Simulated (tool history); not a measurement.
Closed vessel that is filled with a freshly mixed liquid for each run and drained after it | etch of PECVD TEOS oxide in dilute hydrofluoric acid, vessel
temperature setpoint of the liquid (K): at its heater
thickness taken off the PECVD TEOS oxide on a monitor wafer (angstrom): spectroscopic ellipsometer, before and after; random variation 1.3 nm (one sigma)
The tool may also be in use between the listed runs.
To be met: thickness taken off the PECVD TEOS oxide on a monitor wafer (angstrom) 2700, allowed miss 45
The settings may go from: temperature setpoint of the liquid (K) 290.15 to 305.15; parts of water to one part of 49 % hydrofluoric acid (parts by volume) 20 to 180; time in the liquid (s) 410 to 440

run	hour	temperature setpoint of the liquid (K)	parts of water to one part of 49 % hydrofluoric acid (parts by volume)	time in the liquid (s)	thickness taken off the PECVD TEOS oxide on a monitor wafer (angstrom)
1	0	297.15	100	410	1022.9
2	0.9	297.15	115	410	871.57
3	1.8	297.15	125	410	796.07
4	6.4	298.65	125	410	832.41
5	7.8	298.65	125	440	905.33
6	11.6	300.65	100	440	1248.1
7	16	304.65	60	440	2585.7
# hour 18.6: thermometer replaced
8	18.6	305.15	60	440	2498.5
9	26.9	305.15	50	440	3036.2
10	31.3	304.15	50	440	2926.4

4 next moves are on the table. One of them brings every result within its allowed miss. Which?
A	35.7	300.65	45	440	?
B	35.7	301.15	50	440	?
C	35.7	304.65	55	440	?
D	35.7	304.15	55	440	?

move	thickness taken off the PECVD TEOS oxide on a monitor wafer (angstrom)
A	2852.8
B	2600.4
C	2691.3
D	2639.8
A: nearer than the last run, and not there yet
B: takes the result that was furthest off past its target
C: meets every target
D: takes the result that was furthest off past its target
Answer: C

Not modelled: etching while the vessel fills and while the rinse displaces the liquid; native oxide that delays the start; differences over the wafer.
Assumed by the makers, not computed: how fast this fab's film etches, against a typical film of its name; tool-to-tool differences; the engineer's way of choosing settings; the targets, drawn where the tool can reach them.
